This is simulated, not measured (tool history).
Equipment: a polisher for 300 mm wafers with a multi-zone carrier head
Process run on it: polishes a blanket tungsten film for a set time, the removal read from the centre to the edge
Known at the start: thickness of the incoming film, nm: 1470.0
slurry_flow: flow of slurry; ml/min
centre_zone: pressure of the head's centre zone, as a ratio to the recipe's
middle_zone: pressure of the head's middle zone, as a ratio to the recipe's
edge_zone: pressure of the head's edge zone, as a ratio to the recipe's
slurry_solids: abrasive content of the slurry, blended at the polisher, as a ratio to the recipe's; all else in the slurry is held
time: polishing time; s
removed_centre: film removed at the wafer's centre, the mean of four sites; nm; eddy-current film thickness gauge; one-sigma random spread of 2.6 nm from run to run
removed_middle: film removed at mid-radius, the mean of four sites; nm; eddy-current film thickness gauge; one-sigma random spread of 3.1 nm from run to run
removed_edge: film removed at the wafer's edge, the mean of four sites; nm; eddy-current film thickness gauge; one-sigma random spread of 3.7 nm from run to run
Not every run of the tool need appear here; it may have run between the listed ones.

| run | hour | slurry_flow | centre_zone | middle_zone | edge_zone | slurry_solids | time | removed_centre | removed_middle | removed_edge |
|---|---|---|---|---|---|---|---|---|---|---|
| 1 | 0 | 280 | 1 | 1 | 1 | 1 | 37 | 191.08 | 193.93 | 193.65 |
| 2 | 5.1 | 280 | 1.05 | 1 | 1 | 1 | 37 | 201.27 | 192.31 | 200.37 |
| 3 | 12.9 | 265 | 1.03 | 1 | 1.03 | 1.1 | 38 | 204.07 | 206.89 | 210.04 |
| 4 | 19.3 | 265 | 1.03 | 0.93 | 1.03 | 1.1 | 38 | 206.06 | 191.36 | 205.75 |
| 5 | 28.1 | 265 | 1.03 | 0.93 | 0.96 | 1.1 | 38 | 206.53 | 189.24 | 206.62 |
| 6 | 36.2 | 250 | 1 | 0.92 | 0.97 | 1.15 | 39 | 205.3 | 193.23 | 216.49 |

Run 7 comes next. What will it give?
| 7 | 40.2 | 250 | 0.94 | 1.02 | 1.07 | 1.4 | 43 | ? | ? | ? |

{"run 7": {"removed_centre": 224.64, "removed_middle": 249.28, "removed_edge": 260.64}}
